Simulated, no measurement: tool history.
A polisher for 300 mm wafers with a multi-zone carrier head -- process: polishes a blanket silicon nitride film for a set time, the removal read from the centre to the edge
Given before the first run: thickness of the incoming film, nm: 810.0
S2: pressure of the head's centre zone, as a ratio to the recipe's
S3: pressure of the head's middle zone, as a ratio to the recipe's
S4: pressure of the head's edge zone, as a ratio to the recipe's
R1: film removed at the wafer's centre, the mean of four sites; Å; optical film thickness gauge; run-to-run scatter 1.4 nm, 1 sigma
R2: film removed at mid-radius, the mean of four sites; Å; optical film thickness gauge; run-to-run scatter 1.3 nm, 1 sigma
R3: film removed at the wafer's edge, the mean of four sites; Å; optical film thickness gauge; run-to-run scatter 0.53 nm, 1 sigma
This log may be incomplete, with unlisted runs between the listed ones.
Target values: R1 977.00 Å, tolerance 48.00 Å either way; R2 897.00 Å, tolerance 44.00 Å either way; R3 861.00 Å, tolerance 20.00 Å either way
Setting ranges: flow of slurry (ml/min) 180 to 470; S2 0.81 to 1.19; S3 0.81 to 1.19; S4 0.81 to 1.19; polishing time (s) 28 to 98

run 1 hour=0.0 | flow_of_slurry_(ml/min)=300 S2=1.00 S3=1.00 S4=1.00 polishing_time_(s)=63 | R1=1070.80 R2=1033.80 R3=1036.90
run 2 hour=7.3 | flow_of_slurry_(ml/min)=300 S2=1.00 S3=0.96 S4=1.00 polishing_time_(s)=63 | R1=1094.20 R2=959.13 R3=1045.10
run 3 hour=16.0 | flow_of_slurry_(ml/min)=355 S2=1.00 S3=0.96 S4=1.00 polishing_time_(s)=63 | R1=1072.20 R2=1014.20 R3=1050.30
run 4 hour=22.6 | flow_of_slurry_(ml/min)=355 S2=0.93 S3=0.96 S4=1.00 polishing_time_(s)=63 | R1=1039.80 R2=1003.20 R3=1054.50
run 5 hour=24.8 | flow_of_slurry_(ml/min)=355 S2=1.01 S3=0.96 S4=1.00 polishing_time_(s)=63 | R1=1100.10 R2=993.74 R3=1058.40
run 6 hour=29.1 | flow_of_slurry_(ml/min)=355 S2=1.01 S3=0.96 S4=1.08 polishing_time_(s)=63 | R1=1092.90 R2=1011.20 R3=1091.80
run 7 hour=35.7 | flow_of_slurry_(ml/min)=340 S2=1.04 S3=1.05 S4=0.98 polishing_time_(s)=52 | R1=907.42 R2=872.32 R3=864.84
run 8 hour=38.1 | flow_of_slurry_(ml/min)=340 S2=1.05 S3=1.05 S4=0.97 polishing_time_(s)=52 | R1=908.79 R2=882.65 R3=862.83

Consider the 5 candidate settings below. Which is the only one whose results all fall within their allowed miss of target?
run A hour=40.5 | flow_of_slurry_(ml/min)=390 S2=1.08 S3=1.03 S4=0.92 polishing_time_(s)=53 | R1=? R2=? R3=?
run B hour=40.5 | flow_of_slurry_(ml/min)=365 S2=0.88 S3=1.11 S4=1.09 polishing_time_(s)=49 | R1=? R2=? R3=?
run C hour=40.5 | flow_of_slurry_(ml/min)=340 S2=0.96 S3=1.07 S4=1.03 polishing_time_(s)=51 | R1=? R2=? R3=?
run D hour=40.5 | flow_of_slurry_(ml/min)=385 S2=0.86 S3=1.13 S4=1.06 polishing_time_(s)=50 | R1=? R2=? R3=?
run E hour=40.5 | flow_of_slurry_(ml/min)=360 S2=0.92 S3=1.19 S4=1.03 polishing_time_(s)=50 | R1=? R2=? R3=?

move=A R1=987.02 R2=878.18 R3=853.21
move=B R1=801.37 R2=851.74 R3=852.77
move=C R1=874.20 R2=860.12 R3=860.31
move=D R1=809.81 R2=883.09 R3=860.12
move=E R1=839.22 R2=912.02 R3=844.74
A: in spec on every target
B: moves away from the targets compared with the last run
C: moves away from the targets compared with the last run
D: moves away from the targets compared with the last run
E: moves away from the targets compared with the last run
Correct choice: A, which meets every target
